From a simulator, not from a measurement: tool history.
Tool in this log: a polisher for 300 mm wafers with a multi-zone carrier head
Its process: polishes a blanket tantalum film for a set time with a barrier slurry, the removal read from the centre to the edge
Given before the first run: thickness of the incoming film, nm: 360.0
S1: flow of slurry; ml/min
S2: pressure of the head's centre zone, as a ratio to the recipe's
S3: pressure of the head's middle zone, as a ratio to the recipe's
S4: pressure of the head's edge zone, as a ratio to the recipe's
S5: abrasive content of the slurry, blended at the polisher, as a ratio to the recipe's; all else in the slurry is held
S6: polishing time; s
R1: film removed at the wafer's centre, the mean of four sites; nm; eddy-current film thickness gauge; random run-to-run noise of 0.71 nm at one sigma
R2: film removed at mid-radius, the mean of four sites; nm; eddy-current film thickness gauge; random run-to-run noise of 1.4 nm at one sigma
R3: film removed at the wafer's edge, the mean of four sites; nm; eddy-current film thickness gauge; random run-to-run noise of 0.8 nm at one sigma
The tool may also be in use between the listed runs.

run  hour   S1    S2    S3    S4    S5  S6      R1      R2      R3
  1     0  135     1     1     1     1  43  95.321  95.588  94.687
  2   6.4  135     1  0.95     1     1  43  95.187  92.055  94.603
  3  11.1  145  0.99  0.98  1.04  1.05  43  96.749  94.562  99.119
  4  15.8  145  0.99  0.98  1.04  0.95  43  94.513  95.538  95.614
  5  20.4  155  0.99  1.03  1.07  1.05  43  98.538  102.11  100.55
  6  27.3  165  0.98  1.05   1.1  1.15  43  100.04  105.44  104.02

Run 7 is up next; what results do you expect?
  7  31.5  180  0.97  1.1  1.18  1.4  44   ?   ?   ?

R1: 107.7 nm
R2: 119.54 nm
R3: 116.39 nm
